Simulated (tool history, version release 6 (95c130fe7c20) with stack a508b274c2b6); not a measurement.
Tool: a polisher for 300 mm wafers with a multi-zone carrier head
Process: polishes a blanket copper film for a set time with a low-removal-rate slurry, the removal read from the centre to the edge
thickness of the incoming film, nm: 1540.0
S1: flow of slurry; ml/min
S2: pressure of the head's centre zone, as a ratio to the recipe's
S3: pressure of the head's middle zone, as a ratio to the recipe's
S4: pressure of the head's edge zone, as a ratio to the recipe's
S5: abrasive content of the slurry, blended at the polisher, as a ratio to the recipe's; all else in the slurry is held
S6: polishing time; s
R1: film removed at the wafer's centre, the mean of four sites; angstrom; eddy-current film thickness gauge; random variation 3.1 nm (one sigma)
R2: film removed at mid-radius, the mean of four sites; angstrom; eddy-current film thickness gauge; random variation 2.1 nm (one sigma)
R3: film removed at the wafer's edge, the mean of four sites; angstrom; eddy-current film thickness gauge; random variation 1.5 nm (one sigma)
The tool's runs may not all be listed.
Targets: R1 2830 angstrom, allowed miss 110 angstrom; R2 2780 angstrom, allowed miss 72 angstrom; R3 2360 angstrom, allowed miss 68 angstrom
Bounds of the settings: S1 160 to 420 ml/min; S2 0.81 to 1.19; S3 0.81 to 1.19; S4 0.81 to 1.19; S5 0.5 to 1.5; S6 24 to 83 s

Run 1, hour 0: S1 270 ml/min, S2 1, S3 1, S4 1, S5 1, S6 53 s. Result: R1 1769.1 angstrom, R2 1806.4 angstrom, R3 1783.9 angstrom.
Run 2, hour 0.8: S1 270 ml/min, S2 1, S3 1, S4 1, S5 1, S6 41 s. Result: R1 1367.6 angstrom, R2 1389.7 angstrom, R3 1365.4 angstrom.
Run 3, hour 3.8: S1 280 ml/min, S2 1.03, S3 1.03, S4 1.01, S5 1.05, S6 44 s. Result: R1 1516.1 angstrom, R2 1548.1 angstrom, R3 1522.8 angstrom.
Run 4, hour 5.4: S1 280 ml/min, S2 1.03, S3 1.03, S4 1.01, S5 0.85, S6 44 s. Result: R1 1468.5 angstrom, R2 1477.9 angstrom, R3 1438.1 angstrom.
Run 5, hour 7.9: S1 280 ml/min, S2 0.97, S3 1.03, S4 1.01, S5 0.85, S6 44 s. Result: R1 1387.4 angstrom, R2 1477.9 angstrom, R3 1450.8 angstrom.
Run 6, hour 9.1: S1 280 ml/min, S2 0.97, S3 1.03, S4 0.95, S5 0.85, S6 44 s. Result: R1 1404 angstrom, R2 1474.1 angstrom, R3 1400 angstrom.
Run 7, hour 9.8: S1 290 ml/min, S2 1, S3 1.05, S4 0.94, S5 0.95, S6 47 s. Result: R1 1570.8 angstrom, R2 1673.1 angstrom, R3 1522.5 angstrom.
Run 8, hour 18.7: S1 300 ml/min, S2 1.03, S3 1.05, S4 0.94, S5 1.05, S6 49 s. Result: R1 1679.9 angstrom, R2 1779.7 angstrom, R3 1640 angstrom.
Run 9, hour 27.4: S1 290 ml/min, S2 1.05, S3 1.05, S4 0.92, S5 1.1, S6 52 s. Result: R1 1799.3 angstrom, R2 1871.3 angstrom, R3 1717.4 angstrom.
Run 10, hour 32.9: S1 300 ml/min, S2 1.07, S3 1.05, S4 0.9, S5 1.15, S6 54 s. Result: R1 1982.7 angstrom, R2 2001.2 angstrom, R3 1798.3 angstrom.
Run 11, hour 36.8: S1 310 ml/min, S2 1.09, S3 1.06, S4 0.9, S5 1.2, S6 55 s. Result: R1 2065.7 angstrom, R2 2078.7 angstrom, R3 1853.8 angstrom.
Run 12, hour 42.3: S1 320 ml/min, S2 1.1, S3 1.07, S4 0.9, S5 1.25, S6 56 s. Result: R1 2123.7 angstrom, R2 2142.7 angstrom, R3 1906.8 angstrom.
Run 13, hour 50.4: S1 325 ml/min, S2 1.11, S3 1.08, S4 0.9, S5 1.3, S6 57 s. Result: R1 2187.3 angstrom, R2 2213.4 angstrom, R3 1962.8 angstrom.
Run 14, hour 51.5: S1 330 ml/min, S2 1.12, S3 1.09, S4 0.9, S5 1.35, S6 58 s. Result: R1 2279.2 angstrom, R2 2270.4 angstrom, R3 2019.9 angstrom.
Run 15, hour 55.1: S1 335 ml/min, S2 1.13, S3 1.1, S4 0.9, S5 1.35, S6 59 s. Result: R1 2299.7 angstrom, R2 2328.4 angstrom, R3 2058 angstrom.
Run 16, hour 59.5: S1 335 ml/min, S2 1.14, S3 1.1, S4 0.89, S5 1.35, S6 60 s. Result: R1 2378.8 angstrom, R2 2386 angstrom, R3 2077.7 angstrom.
Run 17, hour 60.3: S1 385 ml/min, S2 1.19, S3 1.15, S4 0.93, S5 1.5, S6 64 s. Result: R1 2685.5 angstrom, R2 2760.9 angstrom, R3 2305 angstrom.
Run 18, hour 64.2: S1 385 ml/min, S2 1.19, S3 1.14, S4 0.92, S5 1.5, S6 64 s. Result: R1 2648.8 angstrom, R2 2740.9 angstrom, R3 2294.1 angstrom.

4 next moves are on the table. One of them brings every result within its allowed miss. Which?
Run A, hour 68.1: S1 415 ml/min, S2 1.09, S3 1.15, S4 0.96, S5 1.5, S6 63 s. Result: R1 ?, R2 ?, R3 ?.
Run B, hour 68.1: S1 400 ml/min, S2 1.19, S3 1.13, S4 0.91, S5 1.45, S6 66 s. Result: R1 ?, R2 ?, R3 ?.
Run C, hour 68.1: S1 420 ml/min, S2 1.19, S3 1.16, S4 0.87, S5 1.45, S6 64 s. Result: R1 ?, R2 ?, R3 ?.
Run D, hour 68.1: S1 365 ml/min, S2 1.02, S3 1.16, S4 1.03, S5 1.5, S6 65 s. Result: R1 ?, R2 ?, R3 ?.

move      R1      R2      R3
   A  2524.9  2691.3  2309.6
   B  2795.6  2749.1  2338.8
   C  2721.8  2736.3  2226.9
   D  2455.5  2771.2  2446.5
A: further off than the last run
B: meets every target
C: brings the result that was furthest off to its target, and leaves another outside
D: further off than the last run
Move B is the one to make.
